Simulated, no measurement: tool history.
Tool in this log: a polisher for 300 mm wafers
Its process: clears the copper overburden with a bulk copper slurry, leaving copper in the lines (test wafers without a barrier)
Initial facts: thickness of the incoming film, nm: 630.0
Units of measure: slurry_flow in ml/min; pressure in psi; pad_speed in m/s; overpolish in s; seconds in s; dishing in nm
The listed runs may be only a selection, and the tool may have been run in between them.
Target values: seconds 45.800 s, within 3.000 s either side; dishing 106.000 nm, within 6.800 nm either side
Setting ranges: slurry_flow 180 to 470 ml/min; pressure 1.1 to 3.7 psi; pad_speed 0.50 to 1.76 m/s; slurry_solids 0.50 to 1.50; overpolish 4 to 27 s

run    day  slurry_flow  pressure  pad_speed  slurry_solids  overpolish  seconds  dishing
  1  0.000          300       2.4       1.12           1.00          14   67.765   73.048
  2  0.275          300       2.4       1.00           1.00          14   73.892   66.191
  3  0.546          300       2.4       0.82           1.00          14   87.276   61.081
  4  0.717          345       2.4       0.82           1.00          14   83.768   61.921
     1.038  -- slurry blender recalibrated
  5  1.038          345       3.0       0.82           1.00          14   67.357   71.194
  6  1.075          345       3.0       0.82           1.00          10   69.467   56.836
  7  1.312          345       3.1       0.92           1.00          12   57.941   72.736
  8  1.650          340       3.2       0.92           1.00          13   56.086   75.736
  9  1.883          340       3.3       0.94           1.00          14   55.901   84.199
 10  1.992          345       3.4       0.96           1.00          14   53.151   87.838
 11  2.279          345       3.5       0.98           1.00          14   51.931   88.532
 12  2.454          345       3.6       1.00           1.00          14   48.808   90.240
 13  2.762          345       3.6       1.02           1.00          15   48.302  100.290

Which one of the following 4 next-run settings gets every result inside its allowed miss? There is exactly one.
  A  3.071          320       3.7       1.12           1.10          12        ?        ?
  B  3.071          315       2.8       1.28           0.85          15        ?        ?
  C  3.071          345       3.6       1.04           1.20          16        ?        ?
  D  3.071          375       3.4       1.00           1.20          13        ?        ?

move  seconds  dishing
   A   42.654   93.127
   B   50.428   93.374
   C   45.486  105.950
   D   49.066   88.883
A: the biggest miss grows against the last run
B: the biggest miss grows against the last run
C: every result within its allowed miss
D: the biggest miss grows against the last run
Correct choice: C, which meets every target

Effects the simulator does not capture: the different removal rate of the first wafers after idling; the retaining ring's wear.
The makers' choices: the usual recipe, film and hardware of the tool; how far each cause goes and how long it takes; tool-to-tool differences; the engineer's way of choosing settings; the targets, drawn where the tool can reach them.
